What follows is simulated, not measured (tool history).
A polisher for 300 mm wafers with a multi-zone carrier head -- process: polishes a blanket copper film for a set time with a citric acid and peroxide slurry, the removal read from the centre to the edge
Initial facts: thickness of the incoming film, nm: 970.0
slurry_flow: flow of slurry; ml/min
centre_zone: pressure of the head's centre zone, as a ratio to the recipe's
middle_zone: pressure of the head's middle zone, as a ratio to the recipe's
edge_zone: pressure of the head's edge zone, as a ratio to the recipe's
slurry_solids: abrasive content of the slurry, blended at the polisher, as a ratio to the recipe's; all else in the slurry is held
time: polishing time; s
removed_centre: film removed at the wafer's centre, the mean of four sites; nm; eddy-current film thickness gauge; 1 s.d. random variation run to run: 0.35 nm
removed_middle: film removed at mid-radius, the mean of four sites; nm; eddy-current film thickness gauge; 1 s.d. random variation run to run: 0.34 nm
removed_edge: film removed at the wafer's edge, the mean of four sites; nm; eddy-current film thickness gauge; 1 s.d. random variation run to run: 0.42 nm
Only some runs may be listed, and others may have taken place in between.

run 1 hour=0.0 | slurry_flow=300 centre_zone=1.00 middle_zone=1.00 edge_zone=1.00 slurry_solids=1.00 time=32 | removed_centre=56.057 removed_middle=57.008 removed_edge=55.842
run 2 hour=4.2 | slurry_flow=300 centre_zone=1.00 middle_zone=1.03 edge_zone=1.00 slurry_solids=1.00 time=32 | removed_centre=56.666 removed_middle=57.928 removed_edge=56.323
run 3 hour=5.8 | slurry_flow=280 centre_zone=0.93 middle_zone=1.07 edge_zone=0.98 slurry_solids=0.85 time=30 | removed_centre=47.413 removed_middle=53.894 removed_edge=48.570
run 4 hour=14.1 | slurry_flow=280 centre_zone=0.93 middle_zone=1.07 edge_zone=0.93 slurry_solids=0.85 time=30 | removed_centre=45.858 removed_middle=53.931 removed_edge=47.449
run 5 hour=23.0 | slurry_flow=280 centre_zone=0.93 middle_zone=1.07 edge_zone=0.93 slurry_solids=0.85 time=25 | removed_centre=39.531 removed_middle=45.092 removed_edge=40.628
run 6 hour=25.3 | slurry_flow=280 centre_zone=0.97 middle_zone=1.07 edge_zone=0.93 slurry_solids=0.85 time=25 | removed_centre=40.567 removed_middle=45.112 removed_edge=40.172

What does the tool deliver on the next run?
run 7 hour=31.8 | slurry_flow=230 centre_zone=0.87 middle_zone=1.14 edge_zone=0.98 slurry_solids=0.60 time=24 | removed_centre=? removed_middle=? removed_edge=?

removed_centre: 31.715 nm
removed_middle: 39.865 nm
removed_edge: 35.018 nm
